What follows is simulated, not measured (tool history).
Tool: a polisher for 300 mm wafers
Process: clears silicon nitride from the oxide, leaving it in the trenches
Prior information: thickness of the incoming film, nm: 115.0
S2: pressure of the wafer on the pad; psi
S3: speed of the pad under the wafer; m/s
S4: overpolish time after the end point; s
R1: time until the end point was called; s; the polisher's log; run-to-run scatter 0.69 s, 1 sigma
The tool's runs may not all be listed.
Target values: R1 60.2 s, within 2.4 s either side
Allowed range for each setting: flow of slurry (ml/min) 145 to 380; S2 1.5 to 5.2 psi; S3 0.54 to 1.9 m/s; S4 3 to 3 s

Run 1, hour 0: flow of slurry (ml/min) 245, S2 3.3 psi, S3 1.22 m/s, S4 3 s. Result: R1 86.014 s.
Run 2, hour 7.4: flow of slurry (ml/min) 245, S2 3 psi, S3 1.22 m/s, S4 3 s. Result: R1 92.704 s.
Run 3, hour 14.4: flow of slurry (ml/min) 245, S2 3.2 psi, S3 1.22 m/s, S4 3 s. Result: R1 86.524 s.
Run 4, hour 15.2: flow of slurry (ml/min) 245, S2 3.2 psi, S3 1.04 m/s, S4 3 s. Result: R1 99.689 s.
Run 5, hour 18: flow of slurry (ml/min) 245, S2 3.5 psi, S3 1.04 m/s, S4 3 s. Result: R1 95.006 s.
Run 6, hour 21.4: flow of slurry (ml/min) 280, S2 3.5 psi, S3 1.04 m/s, S4 3 s. Result: R1 91.035 s.
Run 7, hour 26.2: flow of slurry (ml/min) 285, S2 3.7 psi, S3 1.04 m/s, S4 3 s. Result: R1 86.171 s.
Run 8, hour 34.3: flow of slurry (ml/min) 285, S2 4.7 psi, S3 1.06 m/s, S4 3 s. Result: R1 67.418 s.

Which one of the following 5 next-run settings gets every result inside its allowed miss? There is exactly one.
Run A, hour 42.4: flow of slurry (ml/min) 245, S2 5.2 psi, S3 1.02 m/s, S4 3 s. Result: R1 ?.
Run B, hour 42.4: flow of slurry (ml/min) 285, S2 4.7 psi, S3 0.94 m/s, S4 3 s. Result: R1 ?.
Run C, hour 42.4: flow of slurry (ml/min) 265, S2 4.2 psi, S3 1.12 m/s, S4 3 s. Result: R1 ?.
Run D, hour 42.4: flow of slurry (ml/min) 310, S2 4.7 psi, S3 1.02 m/s, S4 3 s. Result: R1 ?.
Run E, hour 42.4: flow of slurry (ml/min) 280, S2 5.2 psi, S3 1.08 m/s, S4 3 s. Result: R1 ?.

move      R1
   A  65.276
   B  76.733
   C   72.87
   D  70.375
   E  60.899
A: closes in on the targets versus the last run, not all within tolerance yet
B: further off than the last run
C: further off than the last run
D: further off than the last run
E: all results in spec
So the answer is move E, the one that meets all the targets.
